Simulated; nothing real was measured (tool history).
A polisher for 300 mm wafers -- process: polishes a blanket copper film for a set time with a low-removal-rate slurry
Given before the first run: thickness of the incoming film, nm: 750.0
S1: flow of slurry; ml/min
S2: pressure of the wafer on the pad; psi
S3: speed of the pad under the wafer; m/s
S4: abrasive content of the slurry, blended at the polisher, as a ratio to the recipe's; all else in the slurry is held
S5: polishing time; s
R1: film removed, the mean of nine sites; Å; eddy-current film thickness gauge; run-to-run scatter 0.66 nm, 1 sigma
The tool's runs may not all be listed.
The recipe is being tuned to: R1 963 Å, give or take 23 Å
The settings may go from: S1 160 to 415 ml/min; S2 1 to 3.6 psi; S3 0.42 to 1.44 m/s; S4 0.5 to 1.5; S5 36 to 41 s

run	hour	S1	S2	S3	S4	S5	R1
1	0	265	2.3	0.92	1	41	856.16
2	5.2	265	2.3	0.92	0.9	41	818.83
3	5.9	305	2.3	0.92	0.9	41	838.5
4	6.6	305	2.3	0.92	0.9	36	746.2
5	9.7	305	2.3	0.72	0.9	36	584.12
6	17.2	305	2.3	0.72	0.9	41	666.05
# hour 20.8: head pressure recalibrated
7	20.8	305	2.5	0.72	0.9	41	658.76
8	26.1	305	2.8	0.76	0.9	41	781.18

Exactly one of the 5 candidate moves below puts every result within its allowed miss. Which one?
A	31.4	395	2.9	0.96	1.15	38	?
B	31.4	310	3	0.94	0.9	41	?
C	31.4	305	3.3	0.88	0.85	40	?
D	31.4	260	2.8	0.94	1.05	41	?
E	31.4	320	3.2	0.88	1	40	?

move	R1
A	1004.9
B	1012.9
C	1002.6
D	966.52
E	1017.8
A: takes the result that was furthest off past its target
B: takes the result that was furthest off past its target
C: takes the result that was furthest off past its target
D: in spec on every target
E: takes the result that was furthest off past its target
D meets every target.

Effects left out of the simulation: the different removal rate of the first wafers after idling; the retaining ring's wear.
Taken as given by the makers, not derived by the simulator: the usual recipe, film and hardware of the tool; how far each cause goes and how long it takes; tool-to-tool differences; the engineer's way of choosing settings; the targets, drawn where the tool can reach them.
